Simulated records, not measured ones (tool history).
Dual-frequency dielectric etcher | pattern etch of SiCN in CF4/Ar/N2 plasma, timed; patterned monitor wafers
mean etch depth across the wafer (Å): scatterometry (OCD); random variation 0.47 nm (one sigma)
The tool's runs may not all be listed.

run	hour	source power (W)	bias power (W)	Ar flow (sccm)	CF4 flow (sccm)	etch time (s)	mean etch depth across the wafer (Å)
1	0	420	95	73	71	61.5	553.08
2	3.9	420	95	73	71	61.5	549.97
3	11.7	420	106	73	71	61.5	573.39
4	20.4	420	106	73	71	61.5	574.76
5	21.9	420	117	73	71	61.5	585.13
6	26	370	117	73	71	61.5	511.22
7	26.6	410	118	73	71	61.5	572.54
8	27.9	440	119	73	71	61.5	621.88
9	36.9	460	120	73	71	61.5	656.72

Forecast run 10:
10	44.7	470	120	73	71	61.5	?

{"run 10": {"mean etch depth across the wafer (Å)": 668.34}}
